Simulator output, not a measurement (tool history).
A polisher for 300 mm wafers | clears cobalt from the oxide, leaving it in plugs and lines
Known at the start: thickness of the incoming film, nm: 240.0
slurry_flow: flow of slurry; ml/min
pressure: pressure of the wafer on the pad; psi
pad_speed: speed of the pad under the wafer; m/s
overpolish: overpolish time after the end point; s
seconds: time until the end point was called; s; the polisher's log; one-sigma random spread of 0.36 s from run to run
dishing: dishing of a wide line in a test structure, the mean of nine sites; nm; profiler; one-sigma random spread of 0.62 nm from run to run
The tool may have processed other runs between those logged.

Run 1, hour 0: slurry_flow 220 ml/min, pressure 1.8 psi, pad_speed 0.96 m/s, overpolish 30 s. Result: seconds 65.236 s, dishing 39.526 nm.
Run 2, hour 3.1: slurry_flow 220 ml/min, pressure 1.8 psi, pad_speed 0.96 m/s, overpolish 38 s. Result: seconds 63.949 s, dishing 43.069 nm.
Run 3, hour 5.8: slurry_flow 220 ml/min, pressure 1.9 psi, pad_speed 0.96 m/s, overpolish 38 s. Result: seconds 60.71 s, dishing 43.205 nm.
Run 4, hour 9.5: slurry_flow 220 ml/min, pressure 2 psi, pad_speed 0.96 m/s, overpolish 38 s. Result: seconds 59.198 s, dishing 42.206 nm.
Run 5, hour 11.3: slurry_flow 220 ml/min, pressure 2.1 psi, pad_speed 0.96 m/s, overpolish 39 s. Result: seconds 55.619 s, dishing 44.222 nm.
Run 6, hour 19.9: slurry_flow 220 ml/min, pressure 1.8 psi, pad_speed 0.96 m/s, overpolish 39 s. Result: seconds 66.028 s, dishing 42.932 nm.
Run 7, hour 20.7: slurry_flow 220 ml/min, pressure 1.8 psi, pad_speed 0.96 m/s, overpolish 39 s. Result: seconds 64.944 s, dishing 43.645 nm.
Run 8, hour 29.5: slurry_flow 220 ml/min, pressure 1.9 psi, pad_speed 0.96 m/s, overpolish 39 s. Result: seconds 62.33 s, dishing 43.309 nm.
Run 9, hour 31.2: slurry_flow 220 ml/min, pressure 2 psi, pad_speed 0.96 m/s, overpolish 39 s. Result: seconds 58.325 s, dishing 44.11 nm.

The next listed run, before its measurement:
Run 10, hour 32.2: slurry_flow 235 ml/min, pressure 2.5 psi, pad_speed 0.98 m/s, overpolish 32 s. Result: seconds ?, dishing ?.

{"run 10": {"seconds": 45.915, "dishing": 43.475}}

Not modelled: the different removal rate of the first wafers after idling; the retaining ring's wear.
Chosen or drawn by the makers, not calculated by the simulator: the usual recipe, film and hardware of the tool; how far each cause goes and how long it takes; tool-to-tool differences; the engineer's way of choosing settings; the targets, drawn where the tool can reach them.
